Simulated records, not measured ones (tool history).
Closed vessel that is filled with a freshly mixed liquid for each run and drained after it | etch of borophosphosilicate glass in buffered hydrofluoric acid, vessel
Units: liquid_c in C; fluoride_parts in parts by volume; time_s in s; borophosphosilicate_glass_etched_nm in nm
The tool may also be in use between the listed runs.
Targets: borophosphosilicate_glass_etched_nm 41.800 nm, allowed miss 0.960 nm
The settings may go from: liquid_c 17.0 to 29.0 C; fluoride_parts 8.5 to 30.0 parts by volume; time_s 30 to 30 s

run,hour,liquid_c,fluoride_parts,time_s,borophosphosilicate_glass_etched_nm
1,0.0,21.0,23.5,30,20.842
2,5.4,23.0,21.0,30,25.190
3,10.2,23.0,24.0,30,23.046
4,15.2,20.0,24.0,30,19.387
5,23.1,22.5,21.5,30,24.247
6,30.1,22.5,16.0,30,31.891
7,32.2,24.0,16.0,30,34.661
8,37.0,25.0,16.0,30,36.523
9,42.6,25.5,16.0,30,37.480

Which of these 4 next moves meets every target?
A,48.2,26.5,15.0,30,?
B,48.2,24.0,14.0,30,?
C,48.2,24.0,16.0,30,?
D,48.2,24.0,12.5,30,?

move,borophosphosilicate_glass_etched_nm
A,41.909
B,39.229
C,34.386
D,43.862
A: meets every target
B: nearer than the last run, and not there yet
C: further off than the last run
D: takes the result that was furthest off past its target
Move A is the one to make.
